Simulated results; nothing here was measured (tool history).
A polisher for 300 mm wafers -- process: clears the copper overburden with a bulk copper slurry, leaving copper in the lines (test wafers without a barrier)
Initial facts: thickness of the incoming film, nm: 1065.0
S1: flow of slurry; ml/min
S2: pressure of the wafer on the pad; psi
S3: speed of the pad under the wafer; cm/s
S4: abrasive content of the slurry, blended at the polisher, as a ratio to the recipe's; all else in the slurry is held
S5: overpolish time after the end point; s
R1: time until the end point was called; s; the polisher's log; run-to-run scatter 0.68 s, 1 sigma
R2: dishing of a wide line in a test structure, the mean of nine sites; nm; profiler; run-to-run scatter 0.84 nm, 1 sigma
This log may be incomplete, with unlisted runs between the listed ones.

| run | hour | S1 | S2 | S3 | S4 | S5 | R1 | R2 |
|---|---|---|---|---|---|---|---|---|
| 1 | 0 | 200 | 3 | 118 | 1 | 28 | 78.411 | 66.986 |
| 2 | 7 | 200 | 3 | 118 | 1 | 21 | 76.307 | 64.057 |
| 3 | 13.1 | 200 | 3 | 100 | 1 | 21 | 90.172 | 63.456 |
| 4 | 14.8 | 205 | 2.9 | 116 | 1 | 18 | 79.528 | 62.431 |
| 5 | 16.2 | 205 | 2.9 | 116 | 1 | 22 | 80.02 | 63.285 |
| 6 | 19.7 | 225 | 2.9 | 126 | 1 | 19 | 72.697 | 63.524 |
| 7 | 23.5 | 210 | 2.8 | 138 | 1 | 17 | 69.377 | 63.056 |

Run 8, settings as shown, results not yet in. Your forecast:
| 8 | 32.4 | 230 | 2.7 | 148 | 1.05 | 15 | ? | ? |

R1: 64.811 s
R2: 63.977 nm
